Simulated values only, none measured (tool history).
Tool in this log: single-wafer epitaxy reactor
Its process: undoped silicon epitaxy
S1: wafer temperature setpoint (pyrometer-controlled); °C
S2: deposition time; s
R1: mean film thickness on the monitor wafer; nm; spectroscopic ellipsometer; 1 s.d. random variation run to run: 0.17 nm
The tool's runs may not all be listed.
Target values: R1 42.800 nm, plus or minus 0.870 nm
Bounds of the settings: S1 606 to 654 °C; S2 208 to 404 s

run	hour	S1	S2	R1
1	0.0	630	306	32.945
2	0.7	622	306	27.701
3	2.3	622	324	29.437
4	6.5	624	324	30.842
5	11.7	632	324	36.343
6	19.5	632	298	33.280
7	22.1	633	298	33.951
8	30.0	634	298	34.589
9	33.8	635	298	35.658
10	41.2	636	298	36.149
11	49.2	637	298	36.880
12	57.8	638	298	37.343
13	65.1	639	298	38.268
14	71.4	640	298	39.251
15	76.9	642	298	40.682
16	79.0	643	298	41.488

Consider the 4 candidate settings below. Which is the only one whose results all fall within their allowed miss of target?
A	81.1	642	314	?
B	81.1	646	278	?
C	81.1	638	322	?
D	81.1	648	300	?

move	R1
A	43.109
B	41.262
C	40.866
D	46.287
A: hits every target within its allowed miss
B: its largest miss is bigger than the last run's
C: its largest miss is bigger than the last run's
D: takes the biggest miss from the last run beyond its target
Answer: A

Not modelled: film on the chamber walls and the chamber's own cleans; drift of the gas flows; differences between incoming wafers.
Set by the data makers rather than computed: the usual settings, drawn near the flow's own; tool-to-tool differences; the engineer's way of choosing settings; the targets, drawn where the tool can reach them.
